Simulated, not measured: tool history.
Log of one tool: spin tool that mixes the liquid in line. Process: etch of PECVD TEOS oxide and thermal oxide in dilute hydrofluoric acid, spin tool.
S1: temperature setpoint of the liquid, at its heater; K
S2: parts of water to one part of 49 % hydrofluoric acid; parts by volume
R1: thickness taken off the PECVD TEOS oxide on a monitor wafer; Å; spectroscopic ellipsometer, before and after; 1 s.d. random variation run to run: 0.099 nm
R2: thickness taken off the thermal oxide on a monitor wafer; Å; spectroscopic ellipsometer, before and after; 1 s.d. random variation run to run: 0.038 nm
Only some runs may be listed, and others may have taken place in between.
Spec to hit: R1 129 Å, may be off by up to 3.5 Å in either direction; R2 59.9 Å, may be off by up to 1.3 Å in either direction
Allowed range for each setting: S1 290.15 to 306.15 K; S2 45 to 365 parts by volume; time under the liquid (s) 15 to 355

{"run": 1, "day": 0.0, "S1": 298.15, "S2": 205, "time under the liquid (s)": 180, "R1": 86.369, "R2": 40.168}
{"run": 2, "day": 0.246, "S1": 294.65, "S2": 205, "time under the liquid (s)": 180, "R1": 75.69, "R2": 35.227}
{"run": 3, "day": 0.479, "S1": 296.15, "S2": 200, "time under the liquid (s)": 180, "R1": 82.796, "R2": 38.417}
{"run": 4, "day": 0.733, "S1": 296.15, "S2": 200, "time under the liquid (s)": 245, "R1": 112.22, "R2": 52.165}
{"run": 5, "day": 0.771, "S1": 296.15, "S2": 200, "time under the liquid (s)": 310, "R1": 143.47, "R2": 66.25}
{"run": 6, "day": 0.95, "S1": 296.15, "S2": 200, "time under the liquid (s)": 355, "R1": 164.81, "R2": 75.718}
{"run": 7, "day": 1.212, "S1": 295.15, "S2": 200, "time under the liquid (s)": 355, "R1": 155.73, "R2": 72.982}
{"run": 8, "day": 1.35, "S1": 294.65, "S2": 200, "time under the liquid (s)": 355, "R1": 153.47, "R2": 70.959}
{"run": 9, "day": 1.712, "S1": 294.15, "S2": 200, "time under the liquid (s)": 355, "R1": 150.54, "R2": 70.281}
{"run": 10, "day": 2.058, "S1": 294.15, "S2": 200, "time under the liquid (s)": 355, "R1": 151.37, "R2": 70.416}
{"run": 11, "day": 2.279, "S1": 293.65, "S2": 200, "time under the liquid (s)": 355, "R1": 149.19, "R2": 69.688}
{"run": 12, "day": 2.308, "S1": 293.15, "S2": 200, "time under the liquid (s)": 355, "R1": 146.55, "R2": 67.866}
{"run": 13, "day": 2.558, "S1": 292.65, "S2": 200, "time under the liquid (s)": 355, "R1": 142.37, "R2": 66.345}
{"run": 14, "day": 2.7, "S1": 292.15, "S2": 200, "time under the liquid (s)": 355, "R1": 138.55, "R2": 65.618}
{"run": 15, "day": 2.833, "S1": 291.65, "S2": 205, "time under the liquid (s)": 355, "R1": 132.27, "R2": 61.972}

Next run, 4 choices. One meets every target within its allowed miss, the rest don't. Which?
{"run": "A", "day": 2.967, "S1": 295.15, "S2": 225, "time under the liquid (s)": 355, "R1": "?", "R2": "?"}
{"run": "B", "day": 2.967, "S1": 300.65, "S2": 260, "time under the liquid (s)": 355, "R1": "?", "R2": "?"}
{"run": "C", "day": 2.967, "S1": 297.15, "S2": 240, "time under the liquid (s)": 355, "R1": "?", "R2": "?"}
{"run": "D", "day": 2.967, "S1": 290.65, "S2": 200, "time under the liquid (s)": 350, "R1": "?", "R2": "?"}

move=A R1=136.85 R2=63.165
move=B R1=138.91 R2=64.117
move=C R1=135.96 R2=62.754
move=D R1=130.79 R2=60.368
A: the biggest miss grows against the last run
B: the biggest miss grows against the last run
C: the biggest miss grows against the last run
D: hits every target within its allowed miss
Answer: D
